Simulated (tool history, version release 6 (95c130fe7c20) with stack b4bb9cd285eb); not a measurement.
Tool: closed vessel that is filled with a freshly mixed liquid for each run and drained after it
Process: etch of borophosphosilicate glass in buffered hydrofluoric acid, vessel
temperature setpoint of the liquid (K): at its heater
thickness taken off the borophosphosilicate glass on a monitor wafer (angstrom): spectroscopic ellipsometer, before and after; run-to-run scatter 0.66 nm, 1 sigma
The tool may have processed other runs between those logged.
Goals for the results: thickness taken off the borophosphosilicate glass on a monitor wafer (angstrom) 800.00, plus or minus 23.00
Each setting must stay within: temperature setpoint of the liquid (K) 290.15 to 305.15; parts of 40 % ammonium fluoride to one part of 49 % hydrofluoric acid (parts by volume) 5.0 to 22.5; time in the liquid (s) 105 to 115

run,day,temperature setpoint of the liquid (K),parts of 40 % ammonium fluoride to one part of 49 % hydrofluoric acid (parts by volume),time in the liquid (s),thickness taken off the borophosphosilicate glass on a monitor wafer (angstrom)
1,0.000,297.15,13.5,105,1098.10
2,0.350,296.15,13.5,105,1053.90
3,0.592,295.15,13.5,105,993.99
4,0.854,295.15,13.5,115,1105.40
5,1.038,294.15,13.5,115,1015.50
6,1.162,297.15,13.5,115,1204.20
7,1.362,297.15,13.5,115,1209.10
# day 1.562: hydrofluoric acid flow meter replaced
8,1.562,295.65,13.5,115,1053.00

Below are 5 possible settings for the next run. Only one of them brings all results inside the allowed miss of their targets. Which is it?
A,1.762,290.65,11.5,105,?
B,1.762,297.15,12.5,115,?
C,1.762,298.65,11.5,115,?
D,1.762,293.15,15.0,110,?
E,1.762,296.15,16.0,115,?

move,thickness taken off the borophosphosilicate glass on a monitor wafer (angstrom)
A,857.45
B,1237.50
C,1455.90
D,794.53
E,918.89
A: nearer the targets than the last run, but a result is still out of spec
B: lands further from the targets than the last run did
C: lands further from the targets than the last run did
D: meets every target
E: nearer the targets than the last run, but a result is still out of spec
So the answer is move D, the one that meets all the targets.

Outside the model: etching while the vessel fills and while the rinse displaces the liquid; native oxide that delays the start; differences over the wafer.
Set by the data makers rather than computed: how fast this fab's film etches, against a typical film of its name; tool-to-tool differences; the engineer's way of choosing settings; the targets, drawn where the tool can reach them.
